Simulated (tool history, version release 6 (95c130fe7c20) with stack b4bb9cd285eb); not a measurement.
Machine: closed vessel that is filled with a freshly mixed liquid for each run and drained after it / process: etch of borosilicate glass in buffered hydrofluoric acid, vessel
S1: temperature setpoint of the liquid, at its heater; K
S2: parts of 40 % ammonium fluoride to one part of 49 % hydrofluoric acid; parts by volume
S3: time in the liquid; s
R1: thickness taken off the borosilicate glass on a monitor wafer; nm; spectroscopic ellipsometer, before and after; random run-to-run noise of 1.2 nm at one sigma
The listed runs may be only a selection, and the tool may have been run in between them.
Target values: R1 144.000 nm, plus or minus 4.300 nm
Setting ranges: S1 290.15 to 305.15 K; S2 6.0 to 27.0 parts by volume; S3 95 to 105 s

run    day      S1    S2  S3       R1
  1  0.000  297.15  16.5  95   71.566
  2  0.042  297.15  14.0  95   85.372
  3  0.396  299.15  13.5  95   96.214
  4  0.512  300.65  13.0  95  109.200
  5  0.812  301.65  13.0  95  115.050
  6  0.871  300.15  13.0  95  106.100
  7  1.188  301.65  13.0  95  117.050
  8  1.254  302.65  13.0  95  120.910
  9  1.317  303.15  13.0  95  124.770
 10  1.608  303.65  13.0  95  127.860
 11  1.983  304.15  13.0  95  131.590
 12  2.125  304.65  13.0  95  133.640

Which one of the following 4 next-run settings gets every result inside its allowed miss? There is exactly one.
  A  2.267  305.15  15.0   95   ?
  B  2.267  305.15  13.5   95   ?
  C  2.267  305.15  14.0  100   ?
  D  2.267  305.15  13.0  100   ?

move       R1
   A  119.480
   B  132.550
   C  134.620
   D  144.800
A: lands further from the targets than the last run did
B: lands further from the targets than the last run did
C: moves toward the targets from the last run without getting all of them in spec
D: hits every target within its allowed miss
D is the move that brings every result within its allowed miss.

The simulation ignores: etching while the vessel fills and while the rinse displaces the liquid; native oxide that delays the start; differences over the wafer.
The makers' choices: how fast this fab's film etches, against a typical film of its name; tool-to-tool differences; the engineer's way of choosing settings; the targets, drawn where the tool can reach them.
